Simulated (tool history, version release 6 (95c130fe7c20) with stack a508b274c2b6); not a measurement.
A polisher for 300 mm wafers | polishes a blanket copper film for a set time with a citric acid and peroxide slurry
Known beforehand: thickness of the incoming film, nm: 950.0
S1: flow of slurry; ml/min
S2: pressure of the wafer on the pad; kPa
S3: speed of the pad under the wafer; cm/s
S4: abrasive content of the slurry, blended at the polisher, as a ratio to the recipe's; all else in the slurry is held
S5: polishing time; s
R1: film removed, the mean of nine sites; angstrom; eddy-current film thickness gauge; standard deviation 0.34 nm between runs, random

| run | hour | S1 | S2 | S3 | S4 | S5 | R1 |
|---|---|---|---|---|---|---|---|
| 1 | 0.0 | 175 | 20.7 | 94 | 1.00 | 38 | 891.14 |
| 2 | 5.9 | 170 | 19.3 | 94 | 1.00 | 38 | 841.18 |
| 3 | 10.7 | 170 | 17.9 | 94 | 1.00 | 38 | 785.16 |
| 4 | 19.5 | 170 | 15.2 | 94 | 1.00 | 38 | 688.87 |
| 5 | 26.6 | 170 | 15.2 | 94 | 0.85 | 38 | 661.30 |
| 6 | 29.4 | 170 | 14.5 | 94 | 0.85 | 38 | 638.67 |
| 7 | 31.8 | 170 | 13.8 | 94 | 0.85 | 38 | 619.97 |

Run 8, settings as shown, results not yet in. Your forecast:
| 8 | 34.7 | 170 | 13.1 | 94 | 0.85 | 38 | ? |

Run 8 came out at R1 592.39 angstrom.
